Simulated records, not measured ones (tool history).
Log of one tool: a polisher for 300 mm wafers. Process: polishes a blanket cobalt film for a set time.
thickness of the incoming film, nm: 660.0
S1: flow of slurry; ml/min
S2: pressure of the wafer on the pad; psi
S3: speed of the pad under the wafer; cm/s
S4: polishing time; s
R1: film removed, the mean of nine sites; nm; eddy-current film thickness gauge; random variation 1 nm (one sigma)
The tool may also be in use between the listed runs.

{"run": 1, "hour": 0.0, "S1": 255, "S2": 1.8, "S3": 128, "S4": 26, "R1": 142.53}
{"run": 2, "hour": 4.9, "S1": 255, "S2": 1.7, "S3": 128, "S4": 26, "R1": 133.89}
{"run": 3, "hour": 8.5, "S1": 255, "S2": 1.6, "S3": 128, "S4": 26, "R1": 129.57}
{"run": 4, "hour": 15.6, "S1": 255, "S2": 1.5, "S3": 126, "S4": 26, "R1": 119.53}
{"run": 5, "hour": 20.3, "S1": 255, "S2": 1.5, "S3": 112, "S4": 26, "R1": 108.56}
{"run": 6, "hour": 28.6, "S1": 255, "S2": 1.5, "S3": 142, "S4": 26, "R1": 138.85}
{"run": 7, "hour": 35.0, "S1": 255, "S2": 1.4, "S3": 140, "S4": 26, "R1": 127.04}
{"run": 8, "hour": 41.9, "S1": 255, "S2": 1.3, "S3": 138, "S4": 26, "R1": 120.58}
{"run": 9, "hour": 42.6, "S1": 255, "S2": 1.2, "S3": 136, "S4": 26, "R1": 113.64}

Forecast run 10:
{"run": 10, "hour": 48.9, "S1": 255, "S2": 1.2, "S3": 134, "S4": 26, "R1": "?"}

{"run 10": {"R1": 111.78}}
